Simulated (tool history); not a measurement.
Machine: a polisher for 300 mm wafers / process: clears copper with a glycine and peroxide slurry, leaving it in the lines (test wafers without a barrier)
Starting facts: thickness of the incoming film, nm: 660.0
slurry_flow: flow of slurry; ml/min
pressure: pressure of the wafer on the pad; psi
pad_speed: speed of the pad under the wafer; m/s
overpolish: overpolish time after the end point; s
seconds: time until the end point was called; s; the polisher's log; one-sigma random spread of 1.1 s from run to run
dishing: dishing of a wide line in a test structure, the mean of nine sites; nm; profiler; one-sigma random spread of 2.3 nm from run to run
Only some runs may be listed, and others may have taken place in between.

{"run": 1, "hour": 0.0, "slurry_flow": 215, "pressure": 3.2, "pad_speed": 0.94, "overpolish": 19, "seconds": 104.32, "dishing": 69.951}
{"run": 2, "hour": 5.7, "slurry_flow": 215, "pressure": 3.2, "pad_speed": 0.94, "overpolish": 23, "seconds": 104.3, "dishing": 83.613}
{"run": 3, "hour": 11.9, "slurry_flow": 240, "pressure": 3.2, "pad_speed": 0.94, "overpolish": 23, "seconds": 101.21, "dishing": 79.014}
{"run": 4, "hour": 13.7, "slurry_flow": 240, "pressure": 2.6, "pad_speed": 0.94, "overpolish": 23, "seconds": 117.85, "dishing": 70.994}
{"hour": 14.3, "done": "head pressure recalibrated"}
{"run": 5, "hour": 14.3, "slurry_flow": 240, "pressure": 2.6, "pad_speed": 0.94, "overpolish": 16, "seconds": 112.63, "dishing": 55.739}
{"run": 6, "hour": 17.8, "slurry_flow": 240, "pressure": 2.8, "pad_speed": 0.96, "overpolish": 17, "seconds": 102.96, "dishing": 64.074}
{"run": 7, "hour": 21.1, "slurry_flow": 245, "pressure": 3.0, "pad_speed": 0.96, "overpolish": 18, "seconds": 94.099, "dishing": 70.411}
{"run": 8, "hour": 27.7, "slurry_flow": 250, "pressure": 3.1, "pad_speed": 0.96, "overpolish": 19, "seconds": 91.207, "dishing": 77.589}
{"run": 9, "hour": 31.6, "slurry_flow": 260, "pressure": 3.1, "pad_speed": 0.96, "overpolish": 20, "seconds": 93.885, "dishing": 77.809}
{"run": 10, "hour": 37.0, "slurry_flow": 265, "pressure": 3.2, "pad_speed": 0.96, "overpolish": 20, "seconds": 91.72, "dishing": 80.272}
{"run": 11, "hour": 43.2, "slurry_flow": 270, "pressure": 3.3, "pad_speed": 0.96, "overpolish": 20, "seconds": 84.828, "dishing": 81.421}

Expected results for the next run?
{"run": 12, "hour": 44.4, "slurry_flow": 275, "pressure": 3.4, "pad_speed": 0.96, "overpolish": 21, "seconds": "?", "dishing": "?"}

seconds: 86.098 s
dishing: 86.197 nm

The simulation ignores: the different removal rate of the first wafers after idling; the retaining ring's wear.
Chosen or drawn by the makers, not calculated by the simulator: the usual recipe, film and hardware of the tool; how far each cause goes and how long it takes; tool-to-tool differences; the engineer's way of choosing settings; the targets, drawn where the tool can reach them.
